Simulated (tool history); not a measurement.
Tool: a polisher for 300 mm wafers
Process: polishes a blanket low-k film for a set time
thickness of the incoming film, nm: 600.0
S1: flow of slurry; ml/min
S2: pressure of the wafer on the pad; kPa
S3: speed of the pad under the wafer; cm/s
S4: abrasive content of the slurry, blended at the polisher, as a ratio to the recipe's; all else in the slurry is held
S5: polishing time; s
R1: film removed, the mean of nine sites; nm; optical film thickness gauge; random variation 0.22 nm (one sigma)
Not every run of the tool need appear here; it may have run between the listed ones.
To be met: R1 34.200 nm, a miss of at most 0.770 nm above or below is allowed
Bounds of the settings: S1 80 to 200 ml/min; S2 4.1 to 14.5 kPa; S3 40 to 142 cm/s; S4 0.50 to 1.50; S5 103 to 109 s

Run 1, hour 0.0: S1 130 ml/min, S2 9.0 kPa, S3 90 cm/s, S4 1.00, S5 103 s. Result: R1 28.061 nm.
Run 2, hour 4.3: S1 130 ml/min, S2 10.3 kPa, S3 90 cm/s, S4 1.00, S5 103 s. Result: R1 32.545 nm.
Run 3, hour 7.4: S1 130 ml/min, S2 10.3 kPa, S3 90 cm/s, S4 0.90, S5 103 s. Result: R1 30.244 nm.
Run 4, hour 11.7: S1 135 ml/min, S2 10.3 kPa, S3 90 cm/s, S4 0.90, S5 103 s. Result: R1 29.983 nm.
Run 5, hour 20.2: S1 135 ml/min, S2 10.3 kPa, S3 90 cm/s, S4 0.75, S5 103 s. Result: R1 25.629 nm.
Run 6, hour 21.7: S1 135 ml/min, S2 10.3 kPa, S3 104 cm/s, S4 0.75, S5 103 s. Result: R1 28.931 nm.
Run 7, hour 26.6: S1 140 ml/min, S2 10.3 kPa, S3 104 cm/s, S4 0.75, S5 103 s. Result: R1 29.138 nm.
Run 8, hour 31.1: S1 145 ml/min, S2 10.3 kPa, S3 104 cm/s, S4 0.75, S5 103 s. Result: R1 29.107 nm.
Run 9, hour 39.4: S1 145 ml/min, S2 11.0 kPa, S3 104 cm/s, S4 0.75, S5 103 s. Result: R1 31.173 nm.
Run 10, hour 48.2: S1 145 ml/min, S2 11.7 kPa, S3 104 cm/s, S4 0.75, S5 103 s. Result: R1 33.169 nm.

Exercise: of the 5 proposed moves below, exactly one satisfies all targets within the stated allowed misses. Which move is it?
Run A, hour 57.0: S1 140 ml/min, S2 11.7 kPa, S3 96 cm/s, S4 0.75, S5 108 s. Result: R1 ?.
Run B, hour 57.0: S1 185 ml/min, S2 10.3 kPa, S3 100 cm/s, S4 0.85, S5 103 s. Result: R1 ?.
Run C, hour 57.0: S1 160 ml/min, S2 11.7 kPa, S3 96 cm/s, S4 0.75, S5 106 s. Result: R1 ?.
Run D, hour 57.0: S1 165 ml/min, S2 12.4 kPa, S3 88 cm/s, S4 0.75, S5 103 s. Result: R1 ?.
Run E, hour 57.0: S1 125 ml/min, S2 10.3 kPa, S3 114 cm/s, S4 0.85, S5 103 s. Result: R1 ?.

move      R1
   A  32.328
   B  32.842
   C  32.375
   D  31.166
   E  34.400
A: its largest miss is bigger than the last run's
B: its largest miss is bigger than the last run's
C: its largest miss is bigger than the last run's
D: its largest miss is bigger than the last run's
E: all results land within tolerance of their targets
Correct choice: E, which meets every target
